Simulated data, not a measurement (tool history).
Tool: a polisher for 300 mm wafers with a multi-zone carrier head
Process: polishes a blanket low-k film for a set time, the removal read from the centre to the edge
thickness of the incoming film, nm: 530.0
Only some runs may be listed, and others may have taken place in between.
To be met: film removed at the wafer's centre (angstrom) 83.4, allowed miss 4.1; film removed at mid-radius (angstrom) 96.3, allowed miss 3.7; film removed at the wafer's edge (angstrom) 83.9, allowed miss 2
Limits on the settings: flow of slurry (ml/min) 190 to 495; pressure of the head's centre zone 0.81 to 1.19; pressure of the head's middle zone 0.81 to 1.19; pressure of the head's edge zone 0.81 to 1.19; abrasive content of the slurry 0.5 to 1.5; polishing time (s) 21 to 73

run  hour  flow of slurry (ml/min)  pressure of the head's centre zone  pressure of the head's middle zone  pressure of the head's edge zone  abrasive content of the slurry  polishing time (s)  film removed at the wafer's centre (angstrom)  film removed at mid-radius (angstrom)  film removed at the wafer's edge (angstrom)
  1     0                      320                                   1                                   1                                 1                               1                  47                                         126.42                                 130.87                                       126.27
  2     1                      320                                   1                                   1                                 1                             0.8                  47                                         122.89                                 122.25                                       121.06
  3    10                      320                                0.97                                1.03                              0.95                             0.7                  44                                         104.05                                 113.73                                       106.09
  4  12.5                      320                                0.97                                1.03                              0.95                             0.7                  39                                         91.674                                 99.858                                       92.428
  5  14.3                      315                                0.96                                1.03                              0.91                            0.65                  39                                         89.278                                 100.16                                       89.727
  6  18.4                      315                                0.96                                1.06                              0.91                            0.65                  39                                         89.639                                 101.01                                       90.704
  7  22.3                      315                                0.95                                1.04                              0.88                            0.65                  39                                         89.536                                 99.421                                       89.788
  8  30.4                      315                                0.94                                1.05                              0.87                             0.6                  39                                         85.605                                 98.058                                       87.744
  9    31                      310                                0.94                                1.05                              0.85                             0.6                  39                                         85.423                                 97.997                                       86.236
 10  38.6                      305                                0.94                                1.05                              0.84                             0.6                  39                                           84.9                                 98.787                                       86.191

Below are 4 possible settings for the next run. Only one of them brings all results inside the allowed miss of their targets. Which is it?
  A  46.2                      305                                0.99                                1.02                              0.94                             0.5                  41                                              ?                                      ?                                            ?
  B  46.2                      285                                0.95                                1.08                              0.85                            0.85                  35                                              ?                                      ?                                            ?
  C  46.2                      300                                1.01                                1.16                              0.81                            0.65                  38                                              ?                                      ?                                            ?
  D  46.2                      280                                0.98                                1.05                              0.81                             0.6                  42                                              ?                                      ?                                            ?

move  film removed at the wafer's centre (angstrom)  film removed at mid-radius (angstrom)  film removed at the wafer's edge (angstrom)
   A                                         88.454                                  96.94                                        91.09
   B                                         82.399                                 98.895                                        85.53
   C                                         89.212                                 106.88                                        85.37
   D                                         92.838                                 105.46                                       92.034
A: further off than the last run
B: in spec on every target
C: corrects the largest miss of the last run, while another result sits out of spec
D: further off than the last run
Correct choice: B, which meets every target
